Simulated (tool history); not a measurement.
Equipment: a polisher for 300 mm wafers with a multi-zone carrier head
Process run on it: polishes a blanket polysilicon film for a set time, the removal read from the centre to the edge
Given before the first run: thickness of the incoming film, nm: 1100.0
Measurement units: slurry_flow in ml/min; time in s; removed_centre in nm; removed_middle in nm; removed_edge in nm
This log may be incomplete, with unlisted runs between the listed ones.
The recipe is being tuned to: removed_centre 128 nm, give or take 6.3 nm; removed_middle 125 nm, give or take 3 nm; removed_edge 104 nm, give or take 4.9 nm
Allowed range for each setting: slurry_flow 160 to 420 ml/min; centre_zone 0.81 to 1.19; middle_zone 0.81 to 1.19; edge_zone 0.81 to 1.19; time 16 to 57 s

Run 1, hour 0: slurry_flow 270 ml/min, centre_zone 1, middle_zone 1, edge_zone 1, time 36 s. Result: removed_centre 141.77 nm, removed_middle 144.01 nm, removed_edge 140.73 nm.
Run 2, hour 5.2: slurry_flow 270 ml/min, centre_zone 1, middle_zone 1, edge_zone 1.08, time 36 s. Result: removed_centre 142.39 nm, removed_middle 142.61 nm, removed_edge 143.46 nm.
Run 3, hour 11.2: slurry_flow 270 ml/min, centre_zone 1, middle_zone 1.08, edge_zone 1.08, time 36 s. Result: removed_centre 137.33 nm, removed_middle 153.11 nm, removed_edge 141.16 nm.
Run 4, hour 19.5: slurry_flow 270 ml/min, centre_zone 1, middle_zone 1.08, edge_zone 1.08, time 42 s. Result: removed_centre 162.9 nm, removed_middle 178.21 nm, removed_edge 171.67 nm.
Run 5, hour 21.3: slurry_flow 280 ml/min, centre_zone 1.02, middle_zone 1.08, edge_zone 1.06, time 40 s. Result: removed_centre 158.16 nm, removed_middle 168.07 nm, removed_edge 161.45 nm.
Run 6, hour 29.8: slurry_flow 270 ml/min, centre_zone 1.04, middle_zone 1.09, edge_zone 1.03, time 38 s. Result: removed_centre 151.25 nm, removed_middle 162.31 nm, removed_edge 150.13 nm.
Run 7, hour 35.7: slurry_flow 270 ml/min, centre_zone 1.06, middle_zone 1.09, edge_zone 1, time 36 s. Result: removed_centre 151.19 nm, removed_middle 155.06 nm, removed_edge 138.23 nm.
Run 8, hour 43.6: slurry_flow 265 ml/min, centre_zone 1.06, middle_zone 1.09, edge_zone 0.98, time 35 s. Result: removed_centre 143.74 nm, removed_middle 150.32 nm, removed_edge 133.21 nm.
Run 9, hour 51.5: slurry_flow 265 ml/min, centre_zone 1.07, middle_zone 1.09, edge_zone 0.96, time 34 s. Result: removed_centre 140.29 nm, removed_middle 145.53 nm, removed_edge 128.7 nm.
Run 10, hour 57.6: slurry_flow 265 ml/min, centre_zone 1.08, middle_zone 1.09, edge_zone 0.94, time 33 s. Result: removed_centre 138.09 nm, removed_middle 141.19 nm, removed_edge 126.49 nm.
Run 11, hour 64.7: slurry_flow 290 ml/min, centre_zone 1.18, middle_zone 1.18, edge_zone 0.84, time 25 s. Result: removed_centre 117.81 nm, removed_middle 115.45 nm, removed_edge 90.353 nm.

Consider the 5 candidate settings below. Which is the only one whose results all fall within their allowed miss of target?
Run A, hour 71.8: slurry_flow 290 ml/min, centre_zone 1.07, middle_zone 1.03, edge_zone 0.87, time 33 s. Result: removed_centre ?, removed_middle ?, removed_edge ?.
Run B, hour 71.8: slurry_flow 205 ml/min, centre_zone 1.16, middle_zone 1.13, edge_zone 0.88, time 29 s. Result: removed_centre ?, removed_middle ?, removed_edge ?.
Run C, hour 71.8: slurry_flow 275 ml/min, centre_zone 1.19, middle_zone 1.02, edge_zone 0.94, time 31 s. Result: removed_centre ?, removed_middle ?, removed_edge ?.
Run D, hour 71.8: slurry_flow 305 ml/min, centre_zone 1.19, middle_zone 1.06, edge_zone 0.83, time 31 s. Result: removed_centre ?, removed_middle ?, removed_edge ?.
Run E, hour 71.8: slurry_flow 230 ml/min, centre_zone 1, middle_zone 1, edge_zone 0.98, time 27 s. Result: removed_centre ?, removed_middle ?, removed_edge ?.

move  removed_centre  removed_middle  removed_edge
   A          140.18          136.22        120.96
   B          129.79          126.09        104.58
   C          145.91          126.33        117.42
   D          147.18          131.52        111.53
   E          105.04          106.83        103.26
A: the result that was furthest off in the last run now lies on the other side of its target
B: every result lands within tolerance
C: brings the last run's worst result on target, with another outside its allowed miss
D: the result that was furthest off in the last run now lies on the other side of its target
E: further off than the last run
The move that meets every target is B.
